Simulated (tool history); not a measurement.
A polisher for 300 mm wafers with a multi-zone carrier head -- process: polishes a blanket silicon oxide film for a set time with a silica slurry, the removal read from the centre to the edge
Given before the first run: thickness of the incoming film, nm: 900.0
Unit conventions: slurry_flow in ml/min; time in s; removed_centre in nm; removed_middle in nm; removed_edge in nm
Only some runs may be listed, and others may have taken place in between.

| run | hour | slurry_flow | centre_zone | middle_zone | edge_zone | slurry_solids | time | removed_centre | removed_middle | removed_edge |
|---|---|---|---|---|---|---|---|---|---|---|
| 1 | 0.0 | 170 | 1.00 | 1.00 | 1.00 | 1.00 | 40 | 110.36 | 114.78 | 113.11 |
| 2 | 7.7 | 185 | 1.00 | 1.00 | 1.00 | 1.00 | 40 | 113.32 | 115.91 | 111.99 |
| 3 | 10.9 | 175 | 1.03 | 1.01 | 1.03 | 1.10 | 41 | 122.53 | 125.72 | 121.30 |
| 4 | 14.1 | 175 | 1.03 | 1.01 | 0.97 | 1.10 | 41 | 120.21 | 123.24 | 115.34 |
| 5 | 18.2 | 175 | 1.06 | 1.01 | 0.97 | 1.10 | 41 | 123.60 | 123.83 | 118.49 |
| 6 | 19.8 | 175 | 1.06 | 1.01 | 0.90 | 1.10 | 41 | 127.26 | 126.01 | 114.96 |
| 7 | 20.6 | 225 | 1.16 | 1.03 | 1.00 | 1.35 | 42 | 156.69 | 145.25 | 134.35 |
| 8 | 29.0 | 225 | 1.15 | 1.02 | 1.03 | 1.40 | 42 | 159.14 | 142.82 | 137.17 |
| 9 | 32.6 | 225 | 1.15 | 1.02 | 1.03 | 1.40 | 42 | 159.70 | 143.52 | 138.52 |
| 10 | 38.8 | 225 | 1.14 | 1.03 | 1.06 | 1.40 | 42 | 155.17 | 145.50 | 140.56 |
| 11 | 43.1 | 225 | 1.14 | 1.03 | 1.08 | 1.40 | 42 | 156.16 | 146.41 | 140.23 |

What does the tool deliver on the next run?
| 12 | 45.1 | 225 | 1.13 | 1.02 | 1.09 | 1.40 | 43 | ? | ? | ? |

Run 12 measured removed_centre 160.99 nm, removed_middle 150.25 nm, removed_edge 145.05 nm.
